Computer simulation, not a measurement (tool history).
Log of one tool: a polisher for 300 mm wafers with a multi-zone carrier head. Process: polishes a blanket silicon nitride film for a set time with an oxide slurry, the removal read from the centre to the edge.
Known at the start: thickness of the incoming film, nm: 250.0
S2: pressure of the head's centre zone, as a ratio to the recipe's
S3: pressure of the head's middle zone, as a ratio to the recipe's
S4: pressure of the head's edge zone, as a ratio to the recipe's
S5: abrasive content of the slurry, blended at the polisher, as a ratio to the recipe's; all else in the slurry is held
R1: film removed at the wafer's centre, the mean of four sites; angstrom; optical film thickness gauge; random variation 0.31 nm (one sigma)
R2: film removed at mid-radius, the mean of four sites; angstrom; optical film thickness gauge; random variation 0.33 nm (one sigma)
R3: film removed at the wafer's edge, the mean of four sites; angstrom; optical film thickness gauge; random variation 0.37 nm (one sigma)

{"run": 1, "hour": 0.0, "flow of slurry (ml/min)": 130, "S2": 1, "S3": 1, "S4": 1, "S5": 1, "polishing time (s)": 59, "R1": 298.92, "R2": 304.41, "R3": 299.72}
{"run": 2, "hour": 7.8, "flow of slurry (ml/min)": 130, "S2": 1, "S3": 0.97, "S4": 1, "S5": 1, "polishing time (s)": 59, "R1": 296.83, "R2": 295.49, "R3": 298.91}
{"run": 3, "hour": 10.3, "flow of slurry (ml/min)": 130, "S2": 1.03, "S3": 0.97, "S4": 1, "S5": 1, "polishing time (s)": 59, "R1": 308.81, "R2": 295.56, "R3": 301.68}
{"run": 4, "hour": 14.8, "flow of slurry (ml/min)": 140, "S2": 1.03, "S3": 1, "S4": 1.06, "S5": 1.1, "polishing time (s)": 59, "R1": 318.98, "R2": 319.61, "R3": 326.9}
{"run": 5, "hour": 22.5, "flow of slurry (ml/min)": 140, "S2": 1.03, "S3": 1, "S4": 1.06, "S5": 1.3, "polishing time (s)": 59, "R1": 336.46, "R2": 332.18, "R3": 342.79}
{"run": 6, "hour": 25.6, "flow of slurry (ml/min)": 140, "S2": 0.95, "S3": 1, "S4": 1.06, "S5": 1.3, "polishing time (s)": 59, "R1": 317.06, "R2": 334.65, "R3": 338.22}
{"run": 7, "hour": 30.7, "flow of slurry (ml/min)": 155, "S2": 0.98, "S3": 1.01, "S4": 1.09, "S5": 1.35, "polishing time (s)": 59, "R1": 337.16, "R2": 344.97, "R3": 358.06}
{"run": 8, "hour": 38.9, "flow of slurry (ml/min)": 165, "S2": 1, "S3": 1.03, "S4": 1.1, "S5": 1.35, "polishing time (s)": 59, "R1": 347.8, "R2": 361.13, "R3": 357.73}
{"run": 9, "hour": 44.6, "flow of slurry (ml/min)": 170, "S2": 1.01, "S3": 1.03, "S4": 1.13, "S5": 1.4, "polishing time (s)": 59, "R1": 353.89, "R2": 358.5, "R3": 373.41}
{"run": 10, "hour": 52.1, "flow of slurry (ml/min)": 175, "S2": 1.02, "S3": 1.04, "S4": 1.14, "S5": 1.4, "polishing time (s)": 59, "R1": 358.72, "R2": 365.05, "R3": 363.09}

Run 11 comes next. What will it give?
{"run": 11, "hour": 54.5, "flow of slurry (ml/min)": 175, "S2": 1.01, "S3": 1.04, "S4": 1.14, "S5": 1.45, "polishing time (s)": 59, "R1": "?", "R2": "?", "R3": "?"}

{"run 11": {"R1": 365.67, "R2": 372.18, "R3": 374.13}}
